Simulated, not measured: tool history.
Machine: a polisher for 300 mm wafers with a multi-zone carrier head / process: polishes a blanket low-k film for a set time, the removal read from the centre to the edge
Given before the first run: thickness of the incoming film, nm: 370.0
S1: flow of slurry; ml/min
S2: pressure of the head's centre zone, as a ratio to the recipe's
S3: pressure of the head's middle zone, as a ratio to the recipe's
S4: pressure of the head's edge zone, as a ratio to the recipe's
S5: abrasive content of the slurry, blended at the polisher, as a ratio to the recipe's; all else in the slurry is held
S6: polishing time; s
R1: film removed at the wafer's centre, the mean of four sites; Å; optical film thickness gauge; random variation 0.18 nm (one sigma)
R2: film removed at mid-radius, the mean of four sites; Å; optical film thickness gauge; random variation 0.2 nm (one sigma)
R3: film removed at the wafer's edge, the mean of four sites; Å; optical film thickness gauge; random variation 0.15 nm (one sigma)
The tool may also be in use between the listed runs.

run  hour   S1    S2    S3    S4    S5  S6      R1      R2      R3
  1   0.0  280  1.00  1.00  1.00  1.00  85  352.78  372.47  383.80
  2   5.1  275  0.98  0.97  0.98  0.90  80  307.34  319.89  336.17
  3  13.9  275  0.98  0.97  0.98  1.05  80  337.47  339.45  371.69
  4  15.3  270  0.96  0.95  0.96  0.95  77  296.29  301.40  329.01
  5  18.1  265  0.94  0.93  0.94  0.85  76  271.82  272.94  300.39
  6  20.6  265  1.03  0.93  0.94  0.85  76  291.81  273.91  299.78
  7  25.8  225  0.93  0.90  0.85  0.60  62  160.74  162.60  174.55
  8  30.6  260  0.92  0.90  0.87  0.60  62  162.55  167.40  178.89
  9  34.6  260  0.93  0.91  0.90  0.60  62  162.89  166.55  181.99
 10  42.6  325  0.99  1.01  1.00  0.80  62  226.60  237.97  246.31

Run 11 has not been measured yet. What should we expect?
 11  50.6  315  0.97  0.99  0.97  0.80  62   ?   ?   ?

R1: 221.86 Å
R2: 231.36 Å
R3: 242.37 Å
